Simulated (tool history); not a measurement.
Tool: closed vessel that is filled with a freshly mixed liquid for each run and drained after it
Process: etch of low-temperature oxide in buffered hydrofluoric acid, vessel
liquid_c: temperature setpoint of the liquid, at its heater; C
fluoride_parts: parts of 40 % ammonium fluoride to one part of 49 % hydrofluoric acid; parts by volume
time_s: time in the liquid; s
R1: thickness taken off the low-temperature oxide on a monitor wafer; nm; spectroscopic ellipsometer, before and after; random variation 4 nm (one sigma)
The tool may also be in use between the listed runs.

Run 1, hour 0.0: liquid_c 22.0 C, fluoride_parts 14.0 parts by volume, time_s 90 s. Result: R1 214.39 nm.
Run 2, hour 8.8: liquid_c 20.5 C, fluoride_parts 14.0 parts by volume, time_s 90 s. Result: R1 200.88 nm.
Run 3, hour 17.7: liquid_c 20.5 C, fluoride_parts 14.0 parts by volume, time_s 95 s. Result: R1 211.90 nm.
Run 4, hour 21.6: liquid_c 20.5 C, fluoride_parts 14.0 parts by volume, time_s 90 s. Result: R1 198.98 nm.
Run 5, hour 27.6: liquid_c 20.5 C, fluoride_parts 14.0 parts by volume, time_s 95 s. Result: R1 212.70 nm.
Run 6, hour 34.9: liquid_c 20.5 C, fluoride_parts 12.0 parts by volume, time_s 95 s. Result: R1 241.79 nm.
Run 7, hour 41.5: liquid_c 23.0 C, fluoride_parts 10.5 parts by volume, time_s 95 s. Result: R1 314.59 nm.
Run 8, hour 46.1: liquid_c 24.5 C, fluoride_parts 10.0 parts by volume, time_s 95 s. Result: R1 366.56 nm.
Run 9, hour 51.0: liquid_c 28.5 C, fluoride_parts 9.5 parts by volume, time_s 95 s. Result: R1 471.00 nm.
Run 10, hour 54.6: liquid_c 29.0 C, fluoride_parts 9.5 parts by volume, time_s 95 s. Result: R1 480.98 nm.

Forecast run 11:
Run 11, hour 60.1: liquid_c 29.5 C, fluoride_parts 9.5 parts by volume, time_s 95 s. Result: R1 ?.

R1: 492.51 nm
